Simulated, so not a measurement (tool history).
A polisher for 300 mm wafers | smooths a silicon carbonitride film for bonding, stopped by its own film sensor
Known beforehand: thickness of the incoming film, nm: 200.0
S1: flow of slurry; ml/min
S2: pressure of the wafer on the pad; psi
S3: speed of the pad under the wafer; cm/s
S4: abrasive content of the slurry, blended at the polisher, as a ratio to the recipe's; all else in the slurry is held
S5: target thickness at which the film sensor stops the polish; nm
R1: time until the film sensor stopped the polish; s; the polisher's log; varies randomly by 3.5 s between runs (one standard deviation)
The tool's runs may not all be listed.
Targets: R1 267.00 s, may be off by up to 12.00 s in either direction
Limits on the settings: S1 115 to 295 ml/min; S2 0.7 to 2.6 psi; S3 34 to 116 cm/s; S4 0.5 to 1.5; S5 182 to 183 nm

run,hour,S1,S2,S3,S4,S5,R1
1,0.0,190,1.6,74,1.0,182,157.15
2,4.9,190,1.4,74,1.0,182,177.32
3,12.0,190,1.3,74,1.0,182,188.03
4,17.7,190,1.3,90,1.0,182,165.35
5,19.4,190,1.3,90,1.0,182,168.72
6,28.4,225,1.3,90,1.0,182,162.89
7,29.7,225,1.2,88,1.0,182,180.93
8,36.5,225,1.1,86,1.0,182,196.30
9,41.9,225,1.0,86,1.0,182,219.05
# hour 49.0: worn pad replaced by a new one
10,49.0,225,0.9,86,1.0,182,211.47
11,53.6,225,0.9,86,1.0,182,214.45
12,61.9,220,0.7,76,1.0,182,295.33

Exercise: of the 4 proposed moves below, exactly one satisfies all targets within the stated allowed misses. Which move is it?
A,70.2,215,0.8,66,0.9,182,?
B,70.2,210,0.7,60,1.4,183,?
C,70.2,230,0.7,80,1.0,183,?
D,70.2,215,0.8,56,0.9,182,?

move,R1
A,295.64
B,290.46
C,265.38
D,329.23
A: no nearer and no further than the last run
B: an improvement on the last run, though not all results are within tolerance
C: all results land within tolerance of their targets
D: misses by more than the last run did
C is the move that brings every result within its allowed miss.
